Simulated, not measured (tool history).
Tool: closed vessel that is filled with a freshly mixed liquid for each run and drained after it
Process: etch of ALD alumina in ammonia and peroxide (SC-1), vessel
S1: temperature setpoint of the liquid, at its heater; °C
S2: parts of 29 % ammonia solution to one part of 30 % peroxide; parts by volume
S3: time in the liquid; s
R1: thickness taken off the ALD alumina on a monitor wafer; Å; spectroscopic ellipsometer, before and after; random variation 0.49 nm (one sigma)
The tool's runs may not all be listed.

run 1 hour=0.0 | S1=53.0 S2=0.55 S3=1095 | R1=883.01
run 2 hour=5.8 | S1=52.0 S2=0.55 S3=1095 | R1=831.34
run 3 hour=12.3 | S1=52.0 S2=0.65 S3=1095 | R1=852.39
run 4 hour=16.0 | S1=57.0 S2=0.65 S3=1095 | R1=1111.20
run 5 hour=18.2 | S1=57.0 S2=0.75 S3=1095 | R1=1117.50
run 6 hour=24.4 | S1=55.5 S2=0.75 S3=1095 | R1=1034.70
run 7 hour=33.6 | S1=54.0 S2=0.75 S3=1095 | R1=941.23
run 8 hour=37.6 | S1=53.0 S2=0.75 S3=1095 | R1=907.97
run 9 hour=39.0 | S1=52.0 S2=0.75 S3=1095 | R1=867.89

Forecast run 10:
run 10 hour=45.7 | S1=51.0 S2=0.75 S3=1095 | R1=?

{"run 10": {"R1": 814.56}}
